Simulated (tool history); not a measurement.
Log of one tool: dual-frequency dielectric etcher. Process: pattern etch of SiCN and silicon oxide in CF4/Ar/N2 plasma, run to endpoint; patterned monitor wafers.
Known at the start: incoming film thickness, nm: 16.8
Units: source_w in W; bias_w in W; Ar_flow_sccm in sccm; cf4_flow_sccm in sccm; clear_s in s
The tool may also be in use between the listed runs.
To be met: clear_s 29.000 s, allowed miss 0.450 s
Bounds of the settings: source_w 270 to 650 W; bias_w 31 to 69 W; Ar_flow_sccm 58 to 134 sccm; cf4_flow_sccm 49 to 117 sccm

run,day,source_w,bias_w,Ar_flow_sccm,cf4_flow_sccm,clear_s
1,0.000,460,50,96,83,20.817
2,0.317,430,50,96,83,22.225
3,0.554,400,50,96,83,23.793
4,0.638,400,50,96,96,23.485
5,0.925,400,50,96,103,23.053
6,1.229,380,50,96,103,24.438
7,1.596,370,50,96,103,25.063
8,1.725,290,50,96,103,32.237
9,1.754,300,50,96,103,31.320
10,2.108,310,50,96,103,30.089

5 next moves are on the table. One of them brings every result within its allowed miss. Which?
A,2.462,300,51,112,110,?
B,2.462,350,41,90,84,?
C,2.462,330,55,106,87,?
D,2.462,300,55,84,93,?
E,2.462,300,55,91,97,?

move,clear_s
A,31.583
B,29.106
C,28.423
D,29.997
E,30.210
A: further off than the last run
B: meets every target
C: takes the result that was furthest off past its target
D: nearer than the last run, and not there yet
E: further off than the last run
Answer: B
